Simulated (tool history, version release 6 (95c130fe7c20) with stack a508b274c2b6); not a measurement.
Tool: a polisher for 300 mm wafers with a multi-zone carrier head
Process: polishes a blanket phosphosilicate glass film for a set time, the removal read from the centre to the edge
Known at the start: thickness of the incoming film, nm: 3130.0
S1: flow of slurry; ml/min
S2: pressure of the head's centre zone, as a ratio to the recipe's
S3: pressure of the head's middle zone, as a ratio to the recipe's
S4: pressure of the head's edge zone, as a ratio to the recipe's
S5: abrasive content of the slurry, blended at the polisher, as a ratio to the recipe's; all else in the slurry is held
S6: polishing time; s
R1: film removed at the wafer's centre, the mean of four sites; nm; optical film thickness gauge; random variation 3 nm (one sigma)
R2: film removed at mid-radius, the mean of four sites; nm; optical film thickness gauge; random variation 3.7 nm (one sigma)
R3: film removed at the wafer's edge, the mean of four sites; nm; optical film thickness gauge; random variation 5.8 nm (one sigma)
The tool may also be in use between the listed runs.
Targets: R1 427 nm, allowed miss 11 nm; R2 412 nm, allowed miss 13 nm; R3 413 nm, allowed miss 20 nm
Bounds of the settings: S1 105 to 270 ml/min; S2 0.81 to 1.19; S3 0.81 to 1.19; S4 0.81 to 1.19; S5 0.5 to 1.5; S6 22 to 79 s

run,day,S1,S2,S3,S4,S5,S6,R1,R2,R3
1,0,175,1,1,1,1,50,319.26,308.91,316.8
2,0.312,205,1,1,1,1,50,325.52,320.29,321.45
3,0.421,205,0.94,1,1,1,50,307.54,320.7,314.29
4,0.462,170,0.94,1,1,1,50,290.89,310.38,304.62
5,0.492,170,0.94,1,1,1,44,261.65,272.99,267.61
6,0.529,170,0.94,1,0.94,1,44,259.94,269.31,266.47
7,0.658,170,0.98,1.02,1,1.15,46,297.17,302.4,295.92
8,0.917,175,1.01,1.02,1.05,1.25,48,333.68,326.71,323.47
9,1.271,185,1.02,1.02,1.09,1.35,50,365.99,358.01,356.35
10,1.475,220,1.07,1.04,1.19,1.5,52,424.33,397.57,423.62

Which of these 4 next moves meets every target?
A,1.679,180,0.93,0.94,1.19,1.5,58,?,?,?
B,1.679,250,1.11,1.04,1.17,1.5,49,?,?,?
C,1.679,245,1.09,0.99,1.19,1.2,55,?,?,?
D,1.679,220,1.07,1.06,1.13,1.5,53,?,?,?

move,R1,R2,R3
A,398.96,395.2,457.7
B,425.21,380.98,396.59
C,433.54,379.73,416.28
D,435.21,412.07,416.02
A: further off than the last run
B: further off than the last run
C: further off than the last run
D: meets every target
The right move is D.
